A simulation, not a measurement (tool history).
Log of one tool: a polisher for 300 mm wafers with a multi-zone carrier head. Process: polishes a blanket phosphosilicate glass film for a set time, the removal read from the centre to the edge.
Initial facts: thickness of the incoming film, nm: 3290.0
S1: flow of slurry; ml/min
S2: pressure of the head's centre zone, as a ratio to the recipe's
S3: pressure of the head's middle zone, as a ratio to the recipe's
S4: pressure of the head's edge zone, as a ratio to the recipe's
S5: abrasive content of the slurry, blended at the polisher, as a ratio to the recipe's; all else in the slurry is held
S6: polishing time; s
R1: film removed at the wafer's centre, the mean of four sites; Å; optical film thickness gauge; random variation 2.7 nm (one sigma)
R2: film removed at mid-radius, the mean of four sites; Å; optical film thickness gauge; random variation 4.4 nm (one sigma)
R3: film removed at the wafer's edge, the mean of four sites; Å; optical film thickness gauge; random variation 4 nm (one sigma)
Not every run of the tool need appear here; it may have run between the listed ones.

Run 1, hour 0: S1 315 ml/min, S2 1, S3 1, S4 1, S5 1, S6 34 s. Result: R1 2085.9 Å, R2 2146.2 Å, R3 2225.3 Å.
Run 2, hour 1.7: S1 320 ml/min, S2 1.03, S3 1.02, S4 1.02, S5 1.1, S6 35 s. Result: R1 2283.3 Å, R2 2450.4 Å, R3 2395.6 Å.
Run 3, hour 3.4: S1 250 ml/min, S2 1.03, S3 1.02, S4 1.02, S5 1.1, S6 35 s. Result: R1 2188.2 Å, R2 2317.6 Å, R3 2387.9 Å.
Run 4, hour 9.9: S1 265 ml/min, S2 1.06, S3 1.01, S4 1.04, S5 1.2, S6 36 s. Result: R1 2412.2 Å, R2 2513.4 Å, R3 2528.8 Å.
At hour 17.4: centre zone pressure recalibrated.
Run 5, hour 17.4: S1 265 ml/min, S2 1.06, S3 1.01, S4 1.04, S5 1.1, S6 36 s. Result: R1 2530.5 Å, R2 2381.1 Å, R3 2450.8 Å.
Run 6, hour 24.8: S1 265 ml/min, S2 1.06, S3 1.01, S4 1.04, S5 1.1, S6 42 s. Result: R1 2956.3 Å, R2 2788.2 Å, R3 2908.9 Å.
Run 7, hour 25.6: S1 275 ml/min, S2 1.07, S3 1.01, S4 1.06, S5 1.15, S6 42 s. Result: R1 3067.3 Å, R2 2861 Å, R3 2886.3 Å.
Run 8, hour 28: S1 275 ml/min, S2 1.07, S3 1.01, S4 1.06, S5 1.15, S6 42 s. Result: R1 3026.3 Å, R2 2872.1 Å, R3 2979.9 Å.
Run 9, hour 32.2: S1 280 ml/min, S2 1.08, S3 1.01, S4 1.07, S5 1.2, S6 42 s. Result: R1 3088.5 Å, R2 2939.6 Å, R3 2928.1 Å.
Run 10, hour 35: S1 280 ml/min, S2 1.08, S3 1.01, S4 1.07, S5 1.2, S6 42 s. Result: R1 3128.1 Å, R2 2946.1 Å, R3 2971.7 Å.
Run 11, hour 39.5: S1 275 ml/min, S2 1.08, S3 1, S4 1.08, S5 1.25, S6 42 s. Result: R1 3152.3 Å, R2 2907 Å, R3 3128.5 Å.
Run 12, hour 45.6: S1 290 ml/min, S2 1.09, S3 1.01, S4 1.09, S5 1.3, S6 42 s. Result: R1 3297.6 Å, R2 3077.8 Å, R3 3130.3 Å.
Run 13, hour 48.6: S1 295 ml/min, S2 1.09, S3 1.01, S4 1.1, S5 1.3, S6 42 s. Result: R1 3286.6 Å, R2 3073.2 Å, R3 3257.8 Å.
Run 14, hour 55.6: S1 305 ml/min, S2 1.09, S3 1.02, S4 1.1, S5 1.3, S6 42 s. Result: R1 3314.2 Å, R2 3003.9 Å, R3 3166.9 Å.
Run 15, hour 61.7: S1 310 ml/min, S2 1.09, S3 1.02, S4 1.1, S5 1.35, S6 42 s. Result: R1 3361.1 Å, R2 3108.9 Å, R3 3232.7 Å.

Run 16 is up next; what results do you expect?
Run 16, hour 63.2: S1 315 ml/min, S2 1.09, S3 1.03, S4 1.1, S5 1.35, S6 42 s. Result: R1 ?, R2 ?, R3 ?.

Run 16 gave R1 3345.8 Å, R2 3117.9 Å, R3 3232.9 Å.
